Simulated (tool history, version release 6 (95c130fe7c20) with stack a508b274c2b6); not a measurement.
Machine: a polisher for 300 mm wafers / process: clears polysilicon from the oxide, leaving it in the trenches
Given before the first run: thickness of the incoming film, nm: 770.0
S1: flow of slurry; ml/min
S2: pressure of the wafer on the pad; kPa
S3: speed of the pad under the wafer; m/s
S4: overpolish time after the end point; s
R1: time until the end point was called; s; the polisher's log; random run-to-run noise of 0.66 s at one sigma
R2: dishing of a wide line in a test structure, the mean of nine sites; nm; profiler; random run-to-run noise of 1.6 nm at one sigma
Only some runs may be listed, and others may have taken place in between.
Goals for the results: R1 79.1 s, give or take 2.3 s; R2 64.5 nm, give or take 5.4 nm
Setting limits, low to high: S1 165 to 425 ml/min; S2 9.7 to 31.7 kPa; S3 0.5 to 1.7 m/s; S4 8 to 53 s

run  hour   S1    S2    S3  S4      R1      R2
  1     0  275  20.7   1.1  27  53.392   65.45
  2   1.8  275  20.7   1.1  35  53.429  66.173
  3   6.9  340  20.7   1.1  35  52.306  67.363
  4   7.6  330  18.6   1.1  34   57.29  66.415
  5  14.5  325  17.2   1.1  34  61.262  70.787
  6  17.1  305  17.2  1.06  28  62.857  67.754
  7  17.7  290  16.5  1.04  24  66.847  67.539
  8  20.2  275  15.9  1.04  20  68.888  62.175

Below are 4 possible settings for the next run. Only one of them brings all results inside the allowed miss of their targets. Which is it?
  A  22.7  165  18.6  1.06  12   ?   ?
  B  22.7  275  15.2  0.88  20   ?   ?
  C  22.7  345  13.8  1.36  30   ?   ?
  D  22.7  335  13.1  1.04  24   ?   ?

move      R1      R2
   A   65.59  60.712
   B  85.656      64
   C  59.157  67.667
   D  80.033  66.124
A: lands further from the targets than the last run did
B: the result that was furthest off in the last run now lies on the other side of its target
C: lands further from the targets than the last run did
D: hits every target within its allowed miss
Go with D: it meets all targets.
